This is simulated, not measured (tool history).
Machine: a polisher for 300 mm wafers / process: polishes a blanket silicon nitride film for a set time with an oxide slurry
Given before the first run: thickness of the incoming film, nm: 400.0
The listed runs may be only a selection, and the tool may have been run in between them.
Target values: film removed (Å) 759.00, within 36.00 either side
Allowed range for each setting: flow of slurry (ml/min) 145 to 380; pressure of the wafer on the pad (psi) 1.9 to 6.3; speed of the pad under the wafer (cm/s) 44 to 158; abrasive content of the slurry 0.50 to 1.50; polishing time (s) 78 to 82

run	hour	flow of slurry (ml/min)	pressure of the wafer on the pad (psi)	speed of the pad under the wafer (cm/s)	abrasive content of the slurry	polishing time (s)	film removed (Å)
1	0.0	245	4.1	100	1.00	78	562.59
2	8.8	245	4.1	88	1.00	78	496.83
3	15.3	245	4.1	88	1.00	82	537.50
4	18.8	245	4.5	88	1.00	82	574.80
5	24.9	245	4.5	64	1.00	82	453.39
6	33.3	245	4.5	64	1.00	82	446.61
7	39.8	245	5.0	68	1.00	82	512.61
8	42.8	245	5.4	72	1.00	82	592.41
9	45.2	245	5.7	74	1.00	82	621.01
10	51.7	245	5.9	76	1.00	82	674.57
11	53.6	245	6.0	78	1.00	82	673.91
12	55.3	245	6.1	80	1.00	82	704.14

Below are 4 possible settings for the next run. Only one of them brings all results inside the allowed miss of their targets. Which is it?
A	57.0	255	6.3	92	1.00	82	?
B	57.0	235	5.9	86	1.15	81	?
C	57.0	295	6.0	82	0.90	78	?
D	57.0	235	6.0	84	0.95	79	?

move	film removed (Å)
A	832.01
B	768.76
C	667.34
D	690.29
A: takes the result that was furthest off past its target
B: in spec on every target
C: lands further from the targets than the last run did
D: lands further from the targets than the last run did
So the answer is move B, the one that meets all the targets.

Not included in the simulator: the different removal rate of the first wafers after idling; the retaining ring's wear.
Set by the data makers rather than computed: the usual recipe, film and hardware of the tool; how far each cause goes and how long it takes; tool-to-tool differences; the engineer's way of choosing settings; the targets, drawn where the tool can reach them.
